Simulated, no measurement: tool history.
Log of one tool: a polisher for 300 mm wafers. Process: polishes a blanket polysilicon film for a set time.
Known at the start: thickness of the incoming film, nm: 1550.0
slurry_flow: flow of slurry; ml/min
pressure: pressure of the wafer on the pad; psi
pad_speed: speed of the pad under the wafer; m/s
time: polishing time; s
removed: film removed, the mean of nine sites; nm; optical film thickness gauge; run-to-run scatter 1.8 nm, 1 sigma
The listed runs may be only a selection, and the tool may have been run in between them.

Run 1, hour 0.0: slurry_flow 240 ml/min, pressure 1.8 psi, pad_speed 1.20 m/s, time 26 s. Result: removed 148.83 nm.
Run 2, hour 8.6: slurry_flow 285 ml/min, pressure 1.8 psi, pad_speed 1.20 m/s, time 26 s. Result: removed 148.21 nm.
Run 3, hour 17.2: slurry_flow 285 ml/min, pressure 1.8 psi, pad_speed 0.94 m/s, time 26 s. Result: removed 122.82 nm.
Run 4, hour 25.5: slurry_flow 285 ml/min, pressure 1.9 psi, pad_speed 0.94 m/s, time 26 s. Result: removed 129.38 nm.
Run 5, hour 28.9: slurry_flow 330 ml/min, pressure 1.9 psi, pad_speed 0.94 m/s, time 26 s. Result: removed 128.61 nm.
Run 6, hour 29.6: slurry_flow 330 ml/min, pressure 2.0 psi, pad_speed 0.94 m/s, time 26 s. Result: removed 136.68 nm.
Run 7, hour 30.5: slurry_flow 330 ml/min, pressure 2.1 psi, pad_speed 0.94 m/s, time 26 s. Result: removed 144.93 nm.
Run 8, hour 36.9: slurry_flow 330 ml/min, pressure 2.2 psi, pad_speed 0.94 m/s, time 26 s. Result: removed 149.94 nm.
Run 9, hour 45.7: slurry_flow 330 ml/min, pressure 2.3 psi, pad_speed 0.94 m/s, time 26 s. Result: removed 159.59 nm.

What will run 10 give?
Run 10, hour 46.9: slurry_flow 330 ml/min, pressure 2.5 psi, pad_speed 0.94 m/s, time 26 s. Result: removed ?.

{"run 10": {"removed": 169.54}}

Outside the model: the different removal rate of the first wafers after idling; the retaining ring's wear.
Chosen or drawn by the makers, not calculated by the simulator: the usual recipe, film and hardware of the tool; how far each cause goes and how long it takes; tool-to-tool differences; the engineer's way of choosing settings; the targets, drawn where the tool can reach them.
